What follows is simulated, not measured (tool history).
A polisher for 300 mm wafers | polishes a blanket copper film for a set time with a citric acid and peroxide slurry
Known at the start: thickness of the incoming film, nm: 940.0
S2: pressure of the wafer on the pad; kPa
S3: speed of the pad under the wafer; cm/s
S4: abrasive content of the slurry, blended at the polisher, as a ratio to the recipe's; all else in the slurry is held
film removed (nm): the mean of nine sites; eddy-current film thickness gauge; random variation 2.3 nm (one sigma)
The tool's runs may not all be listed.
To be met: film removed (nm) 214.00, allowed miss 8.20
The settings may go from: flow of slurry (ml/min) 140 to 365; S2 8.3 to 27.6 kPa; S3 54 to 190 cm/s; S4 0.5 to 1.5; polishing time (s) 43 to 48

{"run": 1, "day": 0.0, "flow of slurry (ml/min)": 235, "S2": 17.9, "S3": 122, "S4": 1.0, "polishing time (s)": 48, "film removed (nm)": 101.59}
{"run": 2, "day": 0.108, "flow of slurry (ml/min)": 235, "S2": 17.9, "S3": 122, "S4": 1.2, "polishing time (s)": 48, "film removed (nm)": 105.9}
{"run": 3, "day": 0.342, "flow of slurry (ml/min)": 205, "S2": 17.9, "S3": 122, "S4": 1.2, "polishing time (s)": 48, "film removed (nm)": 104.57}
{"run": 4, "day": 0.683, "flow of slurry (ml/min)": 205, "S2": 20.7, "S3": 128, "S4": 1.2, "polishing time (s)": 48, "film removed (nm)": 122.96}
{"run": 5, "day": 0.792, "flow of slurry (ml/min)": 205, "S2": 20.7, "S3": 146, "S4": 1.2, "polishing time (s)": 48, "film removed (nm)": 139.63}
{"run": 6, "day": 0.979, "flow of slurry (ml/min)": 210, "S2": 22.8, "S3": 150, "S4": 1.2, "polishing time (s)": 48, "film removed (nm)": 155.02}
{"run": 7, "day": 1.146, "flow of slurry (ml/min)": 210, "S2": 24.1, "S3": 154, "S4": 1.2, "polishing time (s)": 48, "film removed (nm)": 168.48}
{"run": 8, "day": 1.225, "flow of slurry (ml/min)": 210, "S2": 24.8, "S3": 158, "S4": 1.2, "polishing time (s)": 48, "film removed (nm)": 176.48}
{"run": 9, "day": 1.546, "flow of slurry (ml/min)": 210, "S2": 25.5, "S3": 162, "S4": 1.2, "polishing time (s)": 48, "film removed (nm)": 186.3}
{"run": 10, "day": 1.888, "flow of slurry (ml/min)": 210, "S2": 26.2, "S3": 164, "S4": 1.2, "polishing time (s)": 48, "film removed (nm)": 192.83}
{"run": 11, "day": 2.129, "flow of slurry (ml/min)": 210, "S2": 26.9, "S3": 166, "S4": 1.2, "polishing time (s)": 48, "film removed (nm)": 200.28}
{"run": 12, "day": 2.342, "flow of slurry (ml/min)": 210, "S2": 26.9, "S3": 168, "S4": 1.2, "polishing time (s)": 48, "film removed (nm)": 202.26}
{"run": 13, "day": 2.454, "flow of slurry (ml/min)": 210, "S2": 26.9, "S3": 170, "S4": 1.2, "polishing time (s)": 48, "film removed (nm)": 204.15}

Which of these 5 next moves meets every target?
{"run": "A", "day": 2.567, "flow of slurry (ml/min)": 250, "S2": 27.6, "S3": 176, "S4": 1.1, "polishing time (s)": 48, "film removed (nm)": "?"}
{"run": "B", "day": 2.567, "flow of slurry (ml/min)": 185, "S2": 26.9, "S3": 170, "S4": 1.2, "polishing time (s)": 48, "film removed (nm)": "?"}
{"run": "C", "day": 2.567, "flow of slurry (ml/min)": 185, "S2": 25.5, "S3": 186, "S4": 1.1, "polishing time (s)": 46, "film removed (nm)": "?"}
{"run": "D", "day": 2.567, "flow of slurry (ml/min)": 175, "S2": 26.9, "S3": 172, "S4": 1.1, "polishing time (s)": 46, "film removed (nm)": "?"}
{"run": "E", "day": 2.567, "flow of slurry (ml/min)": 245, "S2": 27.6, "S3": 166, "S4": 1.1, "polishing time (s)": 46, "film removed (nm)": "?"}

move=A film_removed_(nm)=219.28
move=B film_removed_(nm)=203.77
move=C film_removed_(nm)=195.98
move=D film_removed_(nm)=191.33
move=E film_removed_(nm)=199.50
A: meets every target
B: as far off as the last run
C: further off than the last run
D: further off than the last run
E: further off than the last run
Move A is the one to make.
